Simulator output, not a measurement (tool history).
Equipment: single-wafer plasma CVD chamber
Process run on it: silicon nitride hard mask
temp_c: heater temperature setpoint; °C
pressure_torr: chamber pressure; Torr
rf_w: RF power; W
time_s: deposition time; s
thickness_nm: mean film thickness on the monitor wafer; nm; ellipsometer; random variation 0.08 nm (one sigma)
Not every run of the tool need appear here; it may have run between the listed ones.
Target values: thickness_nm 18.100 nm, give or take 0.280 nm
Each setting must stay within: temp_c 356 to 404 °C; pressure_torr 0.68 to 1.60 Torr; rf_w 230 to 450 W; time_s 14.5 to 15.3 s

Run 1, hour 0.0: temp_c 380 °C, pressure_torr 1.14 Torr, rf_w 340 W, time_s 15.3 s. Result: thickness_nm 19.490 nm.
Run 2, hour 1.3: temp_c 380 °C, pressure_torr 1.10 Torr, rf_w 340 W, time_s 15.3 s. Result: thickness_nm 19.210 nm.
Run 3, hour 6.3: temp_c 380 °C, pressure_torr 1.10 Torr, rf_w 385 W, time_s 15.3 s. Result: thickness_nm 21.504 nm.
Run 4, hour 8.7: temp_c 380 °C, pressure_torr 1.10 Torr, rf_w 385 W, time_s 14.5 s. Result: thickness_nm 20.241 nm.
Run 5, hour 13.1: temp_c 380 °C, pressure_torr 1.05 Torr, rf_w 385 W, time_s 14.5 s. Result: thickness_nm 19.818 nm.
Run 6, hour 22.1: temp_c 371 °C, pressure_torr 1.05 Torr, rf_w 385 W, time_s 14.5 s. Result: thickness_nm 19.836 nm.
Run 7, hour 29.0: temp_c 371 °C, pressure_torr 1.01 Torr, rf_w 385 W, time_s 14.5 s. Result: thickness_nm 19.487 nm.
Run 8, hour 35.7: temp_c 371 °C, pressure_torr 0.98 Torr, rf_w 385 W, time_s 14.5 s. Result: thickness_nm 19.089 nm.
Run 9, hour 41.8: temp_c 371 °C, pressure_torr 0.96 Torr, rf_w 385 W, time_s 14.5 s. Result: thickness_nm 18.853 nm.
Run 10, hour 46.5: temp_c 371 °C, pressure_torr 0.95 Torr, rf_w 385 W, time_s 14.5 s. Result: thickness_nm 18.526 nm.
Run 11, hour 50.9: temp_c 371 °C, pressure_torr 0.87 Torr, rf_w 385 W, time_s 14.5 s. Result: thickness_nm 17.641 nm.
Run 12, hour 54.7: temp_c 371 °C, pressure_torr 0.88 Torr, rf_w 385 W, time_s 14.5 s. Result: thickness_nm 17.756 nm.
Run 13, hour 60.7: temp_c 371 °C, pressure_torr 0.95 Torr, rf_w 385 W, time_s 14.5 s. Result: thickness_nm 18.588 nm.

4 candidate next runs follow, results not yet known. Just one meets every target within its allowed miss. Identify it.
Run A, hour 66.7: temp_c 382 °C, pressure_torr 0.84 Torr, rf_w 410 W, time_s 14.6 s. Result: thickness_nm ?.
Run B, hour 66.7: temp_c 356 °C, pressure_torr 0.90 Torr, rf_w 365 W, time_s 14.5 s. Result: thickness_nm ?.
Run C, hour 66.7: temp_c 365 °C, pressure_torr 0.96 Torr, rf_w 385 W, time_s 15.1 s. Result: thickness_nm ?.
Run D, hour 66.7: temp_c 369 °C, pressure_torr 0.96 Torr, rf_w 355 W, time_s 14.5 s. Result: thickness_nm ?.

move  thickness_nm
   A        18.255
   B        17.483
   C        19.806
   D        17.688
A: meets every target
B: pushes the last run's worst result past its target
C: its largest miss is bigger than the last run's
D: pushes the last run's worst result past its target
So the answer is move A, the one that meets all the targets.

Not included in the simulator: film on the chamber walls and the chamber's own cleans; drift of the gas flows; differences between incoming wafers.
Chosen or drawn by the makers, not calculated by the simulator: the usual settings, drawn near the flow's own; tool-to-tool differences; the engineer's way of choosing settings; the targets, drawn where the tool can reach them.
